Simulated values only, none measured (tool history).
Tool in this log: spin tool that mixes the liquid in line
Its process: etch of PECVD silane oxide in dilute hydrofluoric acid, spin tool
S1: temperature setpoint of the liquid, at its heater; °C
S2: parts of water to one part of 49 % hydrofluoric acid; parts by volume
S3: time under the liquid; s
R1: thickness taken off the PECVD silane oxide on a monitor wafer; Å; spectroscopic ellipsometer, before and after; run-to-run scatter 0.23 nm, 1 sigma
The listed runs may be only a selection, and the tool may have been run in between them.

| run | day | S1 | S2 | S3 | R1 |
|---|---|---|---|---|---|
| 1 | 0 | 20 | 180 | 90 | 167.8 |
| 2 | 0.088 | 21.5 | 175 | 90 | 183.43 |
| 3 | 0.117 | 21.5 | 225 | 90 | 134.37 |
| 4 | 0.171 | 22.5 | 215 | 90 | 149.44 |
| 5 | 0.267 | 22.5 | 150 | 90 | 229.17 |
| 6 | 0.633 | 23 | 150 | 90 | 231.48 |
| 7 | 0.725 | 23.5 | 150 | 90 | 233.36 |

What will run 8 give?
| 8 | 1.083 | 24 | 150 | 90 | ? |

R1: 241.62 Å
